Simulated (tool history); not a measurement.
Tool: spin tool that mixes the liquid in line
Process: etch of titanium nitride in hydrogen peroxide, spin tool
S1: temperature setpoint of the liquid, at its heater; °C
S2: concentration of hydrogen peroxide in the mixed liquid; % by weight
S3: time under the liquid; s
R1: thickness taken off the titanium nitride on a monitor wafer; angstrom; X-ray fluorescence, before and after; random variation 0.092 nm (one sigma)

Run 1, hour 0.0: S1 43.0 °C, S2 24.5 % by weight, S3 320 s. Result: R1 128.13 angstrom.
Run 2, hour 1.1: S1 46.0 °C, S2 24.5 % by weight, S3 320 s. Result: R1 161.24 angstrom.
Run 3, hour 2.3: S1 48.0 °C, S2 24.5 % by weight, S3 320 s. Result: R1 186.31 angstrom.
Run 4, hour 3.0: S1 49.5 °C, S2 24.5 % by weight, S3 320 s. Result: R1 207.74 angstrom.
Run 5, hour 7.0: S1 50.5 °C, S2 24.5 % by weight, S3 320 s. Result: R1 222.31 angstrom.
Run 6, hour 12.2: S1 50.5 °C, S2 27.5 % by weight, S3 320 s. Result: R1 228.78 angstrom.

Run 7 comes next. What will it give?
Run 7, hour 17.6: S1 51.0 °C, S2 27.5 % by weight, S3 320 s. Result: R1 ?.

Run 7 gave R1 238.83 angstrom.
